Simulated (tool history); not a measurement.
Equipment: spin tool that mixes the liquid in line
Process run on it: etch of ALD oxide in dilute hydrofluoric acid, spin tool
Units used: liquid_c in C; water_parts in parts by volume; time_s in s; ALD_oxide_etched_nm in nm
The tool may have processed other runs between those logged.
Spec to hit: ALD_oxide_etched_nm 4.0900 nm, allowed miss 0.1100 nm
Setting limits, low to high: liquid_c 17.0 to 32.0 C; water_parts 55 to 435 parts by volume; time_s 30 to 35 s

{"run": 1, "day": 0.0, "liquid_c": 24.0, "water_parts": 245, "time_s": 35, "ALD_oxide_etched_nm": 3.0526}
{"run": 2, "day": 0.346, "liquid_c": 24.0, "water_parts": 310, "time_s": 35, "ALD_oxide_etched_nm": 2.2512}
{"run": 3, "day": 0.521, "liquid_c": 26.5, "water_parts": 290, "time_s": 35, "ALD_oxide_etched_nm": 2.7189}
{"run": 4, "day": 0.817, "liquid_c": 28.0, "water_parts": 275, "time_s": 35, "ALD_oxide_etched_nm": 2.9936}
{"run": 5, "day": 0.871, "liquid_c": 29.0, "water_parts": 260, "time_s": 35, "ALD_oxide_etched_nm": 3.3706}
{"run": 6, "day": 1.204, "liquid_c": 31.5, "water_parts": 260, "time_s": 35, "ALD_oxide_etched_nm": 3.6781}
{"run": 7, "day": 1.254, "liquid_c": 31.5, "water_parts": 260, "time_s": 35, "ALD_oxide_etched_nm": 3.6728}
{"run": 8, "day": 1.404, "liquid_c": 31.5, "water_parts": 255, "time_s": 35, "ALD_oxide_etched_nm": 3.7501}
{"run": 9, "day": 1.508, "liquid_c": 31.5, "water_parts": 250, "time_s": 35, "ALD_oxide_etched_nm": 3.8604}
{"day": 1.738, "done": "hydrofluoric acid flow meter replaced"}
{"run": 10, "day": 1.738, "liquid_c": 31.5, "water_parts": 245, "time_s": 35, "ALD_oxide_etched_nm": 3.4276}
{"run": 11, "day": 1.904, "liquid_c": 31.5, "water_parts": 200, "time_s": 35, "ALD_oxide_etched_nm": 4.4593}
{"run": 12, "day": 2.233, "liquid_c": 31.0, "water_parts": 200, "time_s": 35, "ALD_oxide_etched_nm": 4.3191}
{"run": 13, "day": 2.458, "liquid_c": 30.5, "water_parts": 200, "time_s": 35, "ALD_oxide_etched_nm": 4.3184}
{"run": 14, "day": 2.812, "liquid_c": 30.0, "water_parts": 200, "time_s": 35, "ALD_oxide_etched_nm": 4.2263}

Consider the 4 candidate settings below. Which is the only one whose results all fall within their allowed miss of target?
{"run": "A", "day": 3.167, "liquid_c": 30.5, "water_parts": 200, "time_s": 35, "ALD_oxide_etched_nm": "?"}
{"run": "B", "day": 3.167, "liquid_c": 29.5, "water_parts": 190, "time_s": 35, "ALD_oxide_etched_nm": "?"}
{"run": "C", "day": 3.167, "liquid_c": 31.5, "water_parts": 200, "time_s": 35, "ALD_oxide_etched_nm": "?"}
{"run": "D", "day": 3.167, "liquid_c": 30.5, "water_parts": 185, "time_s": 30, "ALD_oxide_etched_nm": "?"}

move=A ALD_oxide_etched_nm=4.3012
move=B ALD_oxide_etched_nm=4.4275
move=C ALD_oxide_etched_nm=4.4507
move=D ALD_oxide_etched_nm=4.0612
A: misses by more than the last run did
B: misses by more than the last run did
C: misses by more than the last run did
D: in spec on every target
Correct choice: D, which meets every target
